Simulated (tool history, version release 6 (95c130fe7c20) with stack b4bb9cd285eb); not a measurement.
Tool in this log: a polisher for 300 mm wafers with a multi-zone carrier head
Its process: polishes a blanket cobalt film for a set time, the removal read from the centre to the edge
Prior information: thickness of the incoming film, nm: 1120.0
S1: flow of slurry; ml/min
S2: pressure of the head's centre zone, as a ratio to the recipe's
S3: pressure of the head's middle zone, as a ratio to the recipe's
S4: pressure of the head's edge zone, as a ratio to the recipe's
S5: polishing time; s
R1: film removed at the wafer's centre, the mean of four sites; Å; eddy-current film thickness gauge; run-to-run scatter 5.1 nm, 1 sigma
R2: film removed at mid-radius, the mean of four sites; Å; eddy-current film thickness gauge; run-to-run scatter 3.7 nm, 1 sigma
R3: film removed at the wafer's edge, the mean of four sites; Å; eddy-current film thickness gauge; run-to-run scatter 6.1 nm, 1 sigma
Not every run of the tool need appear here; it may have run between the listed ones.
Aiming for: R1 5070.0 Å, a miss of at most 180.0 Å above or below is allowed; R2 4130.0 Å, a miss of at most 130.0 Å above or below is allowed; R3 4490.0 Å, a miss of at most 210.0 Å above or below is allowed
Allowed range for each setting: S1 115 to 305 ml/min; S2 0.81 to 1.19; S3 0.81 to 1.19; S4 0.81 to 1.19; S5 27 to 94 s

run	hour	S1	S2	S3	S4	S5	R1	R2	R3
1	0.0	195	1.00	1.00	1.00	60	3699.0	3813.8	3695.8
2	8.3	195	0.97	1.00	1.00	60	3619.7	3816.0	3793.9
3	12.2	195	0.97	0.95	1.00	60	3554.8	3589.1	3736.7
4	18.0	195	1.00	0.95	1.00	60	3689.7	3658.4	3763.5
5	19.2	200	1.02	0.94	1.02	61	3861.0	3659.8	3881.8
6	27.6	180	1.02	0.94	1.02	61	3770.5	3611.1	3879.8
7	33.2	235	1.12	0.97	1.12	67	4733.0	4280.8	4492.4
8	39.5	235	1.13	0.96	1.12	67	4792.9	4190.3	4514.2
9	48.2	235	1.14	0.96	1.12	67	4836.4	4190.2	4516.6
10	54.1	235	1.14	0.96	1.12	67	4817.8	4189.3	4574.8

Pick the move, out of 4, that brings all results within their allowed miss; only one does.
A	60.0	210	1.15	0.90	1.17	74	?	?	?
B	60.0	250	1.18	0.83	1.07	68	?	?	?
C	60.0	270	1.13	0.88	0.98	70	?	?	?
D	60.0	245	1.19	0.89	1.13	74	?	?	?

move	R1	R2	R3
A	5204.0	4361.9	4986.3
B	5006.9	3819.0	4444.6
C	4977.5	4157.7	4407.0
D	5485.0	4392.1	4959.2
A: the worst result of the last run now meets its target, but another is out of spec
B: the worst result of the last run now meets its target, but another is out of spec
C: meets every target
D: pushes the last run's worst result past its target
So the answer is move C, the one that meets all the targets.

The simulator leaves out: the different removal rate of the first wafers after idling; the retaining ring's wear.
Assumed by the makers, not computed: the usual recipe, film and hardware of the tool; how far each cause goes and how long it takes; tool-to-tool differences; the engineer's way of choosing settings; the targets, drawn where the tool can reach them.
